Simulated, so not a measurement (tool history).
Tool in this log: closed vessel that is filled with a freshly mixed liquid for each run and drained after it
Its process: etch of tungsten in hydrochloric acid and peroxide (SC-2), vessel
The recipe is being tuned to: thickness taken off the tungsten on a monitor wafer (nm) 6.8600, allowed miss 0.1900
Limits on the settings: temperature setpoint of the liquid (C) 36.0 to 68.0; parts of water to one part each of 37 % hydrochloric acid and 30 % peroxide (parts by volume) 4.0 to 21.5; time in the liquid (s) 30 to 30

run  hour  temperature setpoint of the liquid (C)  parts of water to one part each of 37 % hydrochloric acid and 30 % peroxide (parts by volume)  time in the liquid (s)  thickness taken off the tungsten on a monitor wafer (nm)
  1   0.0                                    52.0                                                                                           12.0                      30                                                    5.1519
  2   8.4                                    53.0                                                                                           12.0                      30                                                    5.5061
  3  14.1                                    50.0                                                                                           12.0                      30                                                    4.5018
  4  16.5                                    50.0                                                                                           15.0                      30                                                    3.7277
  5  18.9                                    50.0                                                                                           15.0                      30                                                    3.7165
  6  24.1                                    52.5                                                                                           15.0                      30                                                    4.3691
  7  26.0                                    54.5                                                                                           15.0                      30                                                    5.0334
  8  34.5                                    60.0                                                                                           15.0                      30                                                    7.0753
  9  40.6                                    60.0                                                                                           15.0                      30                                                    7.0800

Consider the 5 candidate settings below. Which is the only one whose results all fall within their allowed miss of target?
  A  46.7                                    53.5                                                                                            9.5                      30                                                         ?
  B  46.7                                    58.5                                                                                           12.5                      30                                                         ?
  C  46.7                                    59.5                                                                                           13.5                      30                                                         ?
  D  46.7                                    61.0                                                                                           15.5                      30                                                         ?
  E  46.7                                    62.5                                                                                           17.0                      30                                                         ?

move  thickness taken off the tungsten on a monitor wafer (nm)
   A                                                    6.9145
   B                                                    7.5306
   C                                                    7.4976
   D                                                    7.2861
   E                                                    7.3570
A: hits every target within its allowed miss
B: lands further from the targets than the last run did
C: lands further from the targets than the last run did
D: lands further from the targets than the last run did
E: lands further from the targets than the last run did
The move that meets every target is A.
